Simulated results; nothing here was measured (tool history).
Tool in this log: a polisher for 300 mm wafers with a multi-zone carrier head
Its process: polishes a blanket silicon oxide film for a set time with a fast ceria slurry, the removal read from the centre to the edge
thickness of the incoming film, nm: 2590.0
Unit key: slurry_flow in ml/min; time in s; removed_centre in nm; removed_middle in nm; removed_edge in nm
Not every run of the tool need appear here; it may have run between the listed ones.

| run | hour | slurry_flow | centre_zone | middle_zone | edge_zone | time | removed_centre | removed_middle | removed_edge |
|---|---|---|---|---|---|---|---|---|---|
| 1 | 0 | 235 | 1 | 1 | 1 | 40 | 1047.2 | 1072.7 | 1058.9 |
| 2 | 6.8 | 235 | 1 | 1 | 0.94 | 40 | 1058.3 | 1089.5 | 1066.6 |
| 3 | 10.1 | 235 | 1 | 1 | 0.94 | 46 | 1234.2 | 1222.4 | 1200.1 |
| 4 | 12.2 | 280 | 1 | 1 | 0.94 | 46 | 1251.9 | 1266 | 1257.2 |
| 5 | 17.4 | 280 | 0.94 | 1 | 0.94 | 46 | 1177.4 | 1260.9 | 1213.7 |
| 6 | 20.3 | 280 | 1.02 | 1 | 0.94 | 46 | 1284.9 | 1256.3 | 1232.9 |

What will run 7 give?
| 7 | 23.7 | 285 | 1.04 | 1.01 | 0.94 | 46 | ? | ? | ? |

{"run 7": {"removed_centre": 1304.7, "removed_middle": 1261.3, "removed_edge": 1239}}

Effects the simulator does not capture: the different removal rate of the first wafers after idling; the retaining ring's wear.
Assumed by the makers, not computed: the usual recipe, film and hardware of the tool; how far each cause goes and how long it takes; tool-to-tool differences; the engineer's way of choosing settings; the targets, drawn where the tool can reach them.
